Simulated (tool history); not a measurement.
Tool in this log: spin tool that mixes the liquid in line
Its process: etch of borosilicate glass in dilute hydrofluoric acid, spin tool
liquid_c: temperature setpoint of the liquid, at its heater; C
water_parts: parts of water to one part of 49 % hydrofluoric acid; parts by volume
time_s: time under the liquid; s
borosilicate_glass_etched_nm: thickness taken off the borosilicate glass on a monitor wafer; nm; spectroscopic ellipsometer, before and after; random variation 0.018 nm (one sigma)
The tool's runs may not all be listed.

run	day	liquid_c	water_parts	time_s	borosilicate_glass_etched_nm
1	0.000	23.0	185	20	3.7294
2	0.112	23.0	185	20	3.7280
3	0.246	24.5	185	20	3.9397
4	0.412	24.5	140	20	5.5102
5	0.571	24.0	150	20	4.9748
6	0.638	24.0	150	20	5.0494

The next listed run, before its measurement:
7	0.658	20.0	220	20	?

Run 7 gave borosilicate_glass_etched_nm 2.7223 nm.

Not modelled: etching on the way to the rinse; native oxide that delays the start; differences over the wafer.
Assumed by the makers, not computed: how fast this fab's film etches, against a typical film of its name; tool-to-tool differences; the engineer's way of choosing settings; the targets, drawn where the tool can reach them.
